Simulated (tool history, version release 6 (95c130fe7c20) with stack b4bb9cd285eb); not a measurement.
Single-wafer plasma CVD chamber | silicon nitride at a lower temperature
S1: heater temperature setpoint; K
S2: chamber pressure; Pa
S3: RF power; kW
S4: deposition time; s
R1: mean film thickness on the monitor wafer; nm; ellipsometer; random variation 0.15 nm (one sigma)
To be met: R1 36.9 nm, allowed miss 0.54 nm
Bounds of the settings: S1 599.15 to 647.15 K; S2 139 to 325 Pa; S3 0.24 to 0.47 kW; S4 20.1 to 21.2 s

| run | hour | S1 | S2 | S3 | S4 | R1 |
|---|---|---|---|---|---|---|
| 1 | 0 | 623.15 | 232 | 0.355 | 21.2 | 29.409 |
| 2 | 3.2 | 623.15 | 244 | 0.365 | 21.2 | 30.667 |
| 3 | 10 | 619.15 | 244 | 0.365 | 21.2 | 30.542 |
| 4 | 15.3 | 610.15 | 244 | 0.365 | 21.2 | 30.717 |
| 5 | 16.4 | 610.15 | 244 | 0.32 | 21.2 | 27.578 |
| 6 | 25 | 610.15 | 255 | 0.335 | 21.2 | 28.674 |
| 7 | 28.2 | 610.15 | 261 | 0.35 | 21.2 | 29.945 |
| 8 | 28.9 | 610.15 | 268 | 0.36 | 21.2 | 31.29 |
| 9 | 33.4 | 610.15 | 315 | 0.405 | 21.2 | 35.712 |
| 10 | 34.7 | 610.15 | 316 | 0.405 | 21.2 | 35.509 |
| 11 | 41.6 | 610.15 | 316 | 0.405 | 21.2 | 35.348 |

Which of these 5 next moves meets every target?
| A | 48.5 | 606.15 | 323 | 0.44 | 20.5 | ? |
| B | 48.5 | 607.15 | 303 | 0.41 | 20.3 | ? |
| C | 48.5 | 614.15 | 325 | 0.385 | 20.7 | ? |
| D | 48.5 | 602.15 | 305 | 0.39 | 20.2 | ? |
| E | 48.5 | 604.15 | 324 | 0.38 | 20.7 | ? |

| move | R1 |
|---|---|
| A | 36.747 |
| B | 33.969 |
| C | 33.506 |
| D | 32.676 |
| E | 33.266 |
A: meets every target
B: further off than the last run
C: further off than the last run
D: further off than the last run
E: further off than the last run
The right move is A.
